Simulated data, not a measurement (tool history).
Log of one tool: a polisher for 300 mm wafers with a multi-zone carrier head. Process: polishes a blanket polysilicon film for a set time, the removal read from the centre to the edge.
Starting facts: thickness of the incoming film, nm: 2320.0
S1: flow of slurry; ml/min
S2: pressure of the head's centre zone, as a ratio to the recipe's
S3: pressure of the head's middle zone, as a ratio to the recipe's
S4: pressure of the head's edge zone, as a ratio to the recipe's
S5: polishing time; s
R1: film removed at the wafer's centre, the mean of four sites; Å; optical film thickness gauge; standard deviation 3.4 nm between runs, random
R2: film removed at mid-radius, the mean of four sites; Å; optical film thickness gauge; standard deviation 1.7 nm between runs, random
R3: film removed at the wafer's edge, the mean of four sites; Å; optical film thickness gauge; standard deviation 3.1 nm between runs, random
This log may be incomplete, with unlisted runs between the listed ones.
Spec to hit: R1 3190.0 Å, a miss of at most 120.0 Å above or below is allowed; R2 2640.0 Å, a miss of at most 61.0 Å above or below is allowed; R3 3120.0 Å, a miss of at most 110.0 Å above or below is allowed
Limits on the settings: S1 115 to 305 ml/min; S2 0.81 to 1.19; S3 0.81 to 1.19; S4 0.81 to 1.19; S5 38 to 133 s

run  hour   S1    S2    S3    S4  S5      R1      R2      R3
  1   0.0  195  1.00  1.00  1.00  85  2937.4  3046.1  3195.0
  2   4.2  195  1.00  0.93  1.00  85  2916.6  2879.3  3132.8
  3   9.5  190  1.03  0.90  1.01  85  2997.2  2787.4  3106.9
  4  18.1  190  1.03  0.90  0.98  85  2989.4  2785.7  3088.6
  5  24.1  235  1.03  0.90  0.98  85  3186.5  2922.0  3191.0
  6  27.3  235  1.10  0.90  0.98  85  3310.4  2882.7  3196.6
  7  28.5  220  1.11  0.89  0.99  85  3299.0  2865.3  3216.4
  8  34.0  205  1.11  0.87  0.99  85  3266.3  2747.4  3154.1

Next run, 5 choices. One meets every target within its allowed miss, the rest don't. Which?
  A  39.5  160  1.11  0.83  1.08  90   ?   ?   ?
  B  39.5  210  1.10  0.91  1.00  83   ?   ?   ?
  C  39.5  210  1.08  0.81  1.03  86   ?   ?   ?
  D  39.5  180  1.19  0.89  0.93  88   ?   ?   ?
  E  39.5  185  1.06  0.81  0.90  89   ?   ?   ?

move      R1      R2      R3
   A  3243.5  2636.6  3321.0
   B  3218.6  2818.0  3095.7
   C  3274.3  2653.2  3258.3
   D  3526.4  2823.5  3088.9
   E  3214.9  2664.0  3095.9
A: brings the last run's worst result on target, with another outside its allowed miss
B: the biggest miss grows against the last run
C: brings the last run's worst result on target, with another outside its allowed miss
D: the biggest miss grows against the last run
E: all results land within tolerance of their targets
The right move is E.

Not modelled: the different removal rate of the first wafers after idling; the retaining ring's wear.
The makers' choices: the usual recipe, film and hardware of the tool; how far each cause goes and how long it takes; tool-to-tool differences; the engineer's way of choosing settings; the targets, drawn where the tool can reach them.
